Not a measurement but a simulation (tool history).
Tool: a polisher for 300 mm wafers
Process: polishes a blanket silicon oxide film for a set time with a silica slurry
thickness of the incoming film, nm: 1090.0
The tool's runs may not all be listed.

run	day	flow of slurry (ml/min)	pressure of the wafer on the pad (kPa)	speed of the pad under the wafer (cm/s)	abrasive content of the slurry	polishing time (s)	film removed (Å)
1	0.000	305	31.7	138	1.0	38	1419.90
2	0.129	305	31.7	126	1.0	38	1369.00
3	0.471	305	28.3	114	1.0	38	1115.80
4	0.538	305	28.3	114	1.0	38	1130.30
5	0.650	305	25.5	106	1.0	38	957.64
6	0.942	305	21.4	106	1.0	38	819.11
7	1.200	305	20.0	104	1.0	38	750.59
8	1.292	305	18.6	102	1.0	38	688.75
9	1.508	305	17.9	102	1.0	38	677.61

Forecast run 10:
10	1.854	305	14.5	90	1.0	38	?

film removed (Å): 513.37
